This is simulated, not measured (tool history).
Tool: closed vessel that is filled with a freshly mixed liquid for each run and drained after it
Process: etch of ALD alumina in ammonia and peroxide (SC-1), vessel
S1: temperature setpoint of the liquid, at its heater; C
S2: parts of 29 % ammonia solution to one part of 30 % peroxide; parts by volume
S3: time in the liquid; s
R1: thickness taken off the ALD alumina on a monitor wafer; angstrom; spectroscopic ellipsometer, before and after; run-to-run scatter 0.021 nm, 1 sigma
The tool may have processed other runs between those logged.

{"run": 1, "day": 0.0, "S1": 62.0, "S2": 0.5, "S3": 50, "R1": 48.185}
{"run": 2, "day": 0.192, "S1": 62.0, "S2": 0.65, "S3": 50, "R1": 49.354}
{"run": 3, "day": 0.417, "S1": 63.5, "S2": 0.65, "S3": 50, "R1": 52.802}
{"run": 4, "day": 0.792, "S1": 63.5, "S2": 0.65, "S3": 35, "R1": 37.24}
{"run": 5, "day": 1.071, "S1": 60.0, "S2": 0.65, "S3": 35, "R1": 31.078}
{"run": 6, "day": 1.421, "S1": 60.0, "S2": 0.5, "S3": 35, "R1": 30.32}
{"run": 7, "day": 1.621, "S1": 62.5, "S2": 0.5, "S3": 35, "R1": 34.455}
{"run": 8, "day": 1.767, "S1": 64.5, "S2": 0.6, "S3": 35, "R1": 38.703}
{"run": 9, "day": 1.825, "S1": 66.0, "S2": 0.65, "S3": 40, "R1": 48.112}

For run 10, what comes out?
{"run": 10, "day": 2.033, "S1": 67.0, "S2": 0.7, "S3": 40, "R1": "?"}

Run 10 measured R1 51.049 angstrom.

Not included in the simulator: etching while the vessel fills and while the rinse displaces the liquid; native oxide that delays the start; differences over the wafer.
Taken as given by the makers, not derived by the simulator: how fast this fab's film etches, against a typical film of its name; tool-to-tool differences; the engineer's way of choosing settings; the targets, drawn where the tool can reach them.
